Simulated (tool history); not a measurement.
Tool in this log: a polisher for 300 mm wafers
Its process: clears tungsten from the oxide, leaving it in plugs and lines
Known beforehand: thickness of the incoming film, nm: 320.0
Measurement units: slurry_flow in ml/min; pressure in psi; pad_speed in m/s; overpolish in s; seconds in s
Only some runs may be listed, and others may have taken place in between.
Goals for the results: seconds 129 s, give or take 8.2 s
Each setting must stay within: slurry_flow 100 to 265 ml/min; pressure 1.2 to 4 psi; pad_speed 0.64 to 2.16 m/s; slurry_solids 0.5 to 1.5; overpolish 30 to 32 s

{"run": 1, "hour": 0.0, "slurry_flow": 170, "pressure": 2.6, "pad_speed": 1.4, "slurry_solids": 1, "overpolish": 30, "seconds": 91.771}
{"run": 2, "hour": 5.2, "slurry_flow": 170, "pressure": 2.2, "pad_speed": 1.4, "slurry_solids": 1, "overpolish": 30, "seconds": 104.53}
{"run": 3, "hour": 8.8, "slurry_flow": 170, "pressure": 2.2, "pad_speed": 1.4, "slurry_solids": 1.15, "overpolish": 30, "seconds": 100.62}
{"run": 4, "hour": 9.7, "slurry_flow": 170, "pressure": 2.1, "pad_speed": 1.38, "slurry_solids": 1.15, "overpolish": 30, "seconds": 105.16}
{"run": 5, "hour": 14.3, "slurry_flow": 170, "pressure": 2, "pad_speed": 1.38, "slurry_solids": 1.15, "overpolish": 30, "seconds": 109.07}
{"run": 6, "hour": 20.8, "slurry_flow": 170, "pressure": 2, "pad_speed": 1.52, "slurry_solids": 1.15, "overpolish": 30, "seconds": 101.5}
{"run": 7, "hour": 24.7, "slurry_flow": 170, "pressure": 1.9, "pad_speed": 1.5, "slurry_solids": 1.15, "overpolish": 30, "seconds": 102.25}
{"run": 8, "hour": 27.2, "slurry_flow": 170, "pressure": 1.8, "pad_speed": 1.48, "slurry_solids": 1.15, "overpolish": 30, "seconds": 110.82}
{"run": 9, "hour": 28.0, "slurry_flow": 170, "pressure": 1.7, "pad_speed": 1.48, "slurry_solids": 1.15, "overpolish": 30, "seconds": 112.91}
{"run": 10, "hour": 36.2, "slurry_flow": 170, "pressure": 1.6, "pad_speed": 1.48, "slurry_solids": 1.15, "overpolish": 30, "seconds": 119.86}

Consider the 5 candidate settings below. Which is the only one whose results all fall within their allowed miss of target?
{"run": "A", "hour": 44.4, "slurry_flow": 215, "pressure": 2.2, "pad_speed": 1.14, "slurry_solids": 0.8, "overpolish": 32, "seconds": "?"}
{"run": "B", "hour": 44.4, "slurry_flow": 180, "pressure": 1.7, "pad_speed": 1.54, "slurry_solids": 1.2, "overpolish": 30, "seconds": "?"}
{"run": "C", "hour": 44.4, "slurry_flow": 170, "pressure": 2.1, "pad_speed": 1.42, "slurry_solids": 1.1, "overpolish": 30, "seconds": "?"}
{"run": "D", "hour": 44.4, "slurry_flow": 185, "pressure": 1.7, "pad_speed": 1.66, "slurry_solids": 1, "overpolish": 32, "seconds": "?"}
{"run": "E", "hour": 44.4, "slurry_flow": 230, "pressure": 1.6, "pad_speed": 1.5, "slurry_solids": 1.1, "overpolish": 32, "seconds": "?"}

move=A seconds=127.16
move=B seconds=108.3
move=C seconds=103.94
move=D seconds=104.97
move=E seconds=113.82
A: hits every target within its allowed miss
B: misses by more than the last run did
C: misses by more than the last run did
D: misses by more than the last run did
E: misses by more than the last run did
Answer: A
